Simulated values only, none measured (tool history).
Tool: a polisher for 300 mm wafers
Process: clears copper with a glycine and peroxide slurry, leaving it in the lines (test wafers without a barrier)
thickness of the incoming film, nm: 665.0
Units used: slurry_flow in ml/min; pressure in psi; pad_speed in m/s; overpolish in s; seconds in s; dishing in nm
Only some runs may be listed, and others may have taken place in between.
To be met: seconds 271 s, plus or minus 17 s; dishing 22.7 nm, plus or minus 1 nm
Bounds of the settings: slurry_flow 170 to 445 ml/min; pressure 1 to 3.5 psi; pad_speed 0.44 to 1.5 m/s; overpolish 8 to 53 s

run,hour,slurry_flow,pressure,pad_speed,overpolish,seconds,dishing
1,0,285,2.2,0.96,27,166.37,61.384
2,5.5,285,2.2,1.12,27,141.8,66.272
3,7.1,255,1.9,1.06,22,170.58,47.912
4,10.9,255,1.9,1.2,22,152.98,53.316
5,19.6,255,1.8,1.08,19,175.42,42.689
6,27.9,255,1.8,1.24,19,157.2,45.457
7,32.3,250,1.7,1.14,17,172.95,37.992
8,36.6,245,1.5,1.06,16,209.34,31.586
9,44.3,250,1,0.96,11,285.16,16.812
10,52.2,245,1.1,0.94,12,279.69,19.146
11,56.5,235,1.4,0.86,15,248.97,25.237
12,62.1,250,1.4,0.86,15,241.62,25.098
13,65.8,240,1.1,0.84,14,291.11,20.591
14,69.2,240,1.1,0.84,14,295.36,20.808
15,76,230,1.1,0.84,14,304.09,20.618
16,79.3,230,1.2,0.84,14,279.4,21.647
17,87,225,1.2,0.84,14,289.62,21.424
18,91,225,1.2,0.84,14,287.48,21.494

Which of these 4 next moves meets every target?
A,95,245,2.1,0.44,15,?,?
B,95,180,1.2,0.7,16,?,?
C,95,175,1,0.84,19,?,?
D,95,170,1.4,0.86,14,?,?

move,seconds,dishing
A,298.02,22.17
B,330.36,21.049
C,332.07,24.278
D,266.25,22.609
A: brings the result that was furthest off to its target, and leaves another outside
B: lands further from the targets than the last run did
C: carries the result that was furthest off beyond its target, to the other side
D: all results in spec
Go with D: it meets all targets.
